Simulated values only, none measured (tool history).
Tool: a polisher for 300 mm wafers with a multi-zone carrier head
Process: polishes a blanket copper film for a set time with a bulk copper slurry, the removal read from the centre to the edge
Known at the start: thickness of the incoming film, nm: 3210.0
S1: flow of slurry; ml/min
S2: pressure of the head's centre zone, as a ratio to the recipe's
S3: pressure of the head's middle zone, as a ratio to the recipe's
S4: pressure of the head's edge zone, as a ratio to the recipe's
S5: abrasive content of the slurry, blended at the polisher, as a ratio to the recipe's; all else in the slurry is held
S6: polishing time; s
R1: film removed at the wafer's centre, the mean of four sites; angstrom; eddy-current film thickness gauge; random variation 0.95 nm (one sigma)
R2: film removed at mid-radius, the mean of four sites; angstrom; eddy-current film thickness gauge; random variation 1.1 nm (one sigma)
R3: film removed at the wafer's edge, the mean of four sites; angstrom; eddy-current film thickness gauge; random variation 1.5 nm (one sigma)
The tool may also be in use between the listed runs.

run	day	S1	S2	S3	S4	S5	S6	R1	R2	R3
1	0.000	135	1.00	1.00	1.00	1.00	34	1978.3	2030.4	1952.9
2	0.188	105	1.00	1.00	1.00	1.00	34	1930.7	1952.3	1911.0
3	0.246	105	1.00	1.00	1.00	1.00	39	2210.1	2266.7	2228.5
4	0.417	80	1.00	1.00	1.00	1.00	39	2104.5	2145.2	2155.0
5	0.575	80	0.98	0.97	0.98	0.90	37	1939.7	1981.7	1989.2
6	0.671	80	0.98	0.91	0.98	0.90	37	1924.1	1887.3	1989.5
7	0.921	80	0.97	0.89	0.98	0.85	35	1763.2	1737.9	1844.3
8	1.050	80	0.96	0.88	0.98	0.80	33	1656.5	1571.8	1733.6
9	1.217	80	0.94	0.88	0.96	0.75	32	1557.6	1509.6	1660.0
10	1.396	90	0.89	0.84	0.86	0.50	28	1247.6	1219.9	1318.5

Run 11 comes next. What will it give?
11	1.650	95	0.89	0.84	0.87	0.50	28	?	?	?

R1: 1247.7 angstrom
R2: 1211.1 angstrom
R3: 1334.1 angstrom

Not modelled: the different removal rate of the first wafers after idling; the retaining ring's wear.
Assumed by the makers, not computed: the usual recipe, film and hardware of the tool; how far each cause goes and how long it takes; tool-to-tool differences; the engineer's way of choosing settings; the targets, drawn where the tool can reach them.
